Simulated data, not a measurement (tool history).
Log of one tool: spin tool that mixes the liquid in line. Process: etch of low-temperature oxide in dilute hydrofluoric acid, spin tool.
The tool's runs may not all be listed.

| run | hour | temperature setpoint of the liquid (C) | parts of water to one part of 49 % hydrofluoric acid (parts by volume) | time under the liquid (s) | thickness taken off the low-temperature oxide on a monitor wafer (angstrom) |
|---|---|---|---|---|---|
| 1 | 0.0 | 25.0 | 85 | 40 | 56.674 |
| 2 | 6.2 | 25.0 | 85 | 40 | 56.340 |
| 3 | 10.7 | 24.0 | 85 | 40 | 53.991 |
| 4 | 11.3 | 23.5 | 85 | 40 | 53.367 |
| 5 | 12.4 | 26.5 | 85 | 40 | 60.184 |
| 6 | 17.8 | 25.5 | 85 | 40 | 57.585 |
| 7 | 18.8 | 24.5 | 85 | 40 | 55.340 |
| 8 | 20.4 | 24.0 | 85 | 40 | 54.051 |
| 9 | 22.7 | 23.5 | 85 | 40 | 53.226 |
| 10 | 31.5 | 23.0 | 85 | 40 | 52.149 |
| 11 | 37.4 | 22.5 | 85 | 40 | 51.540 |

The next listed run, before its measurement:
| 12 | 38.1 | 22.0 | 85 | 40 | ? |

{"run 12": {"thickness taken off the low-temperature oxide on a monitor wafer (angstrom)": 50.195}}
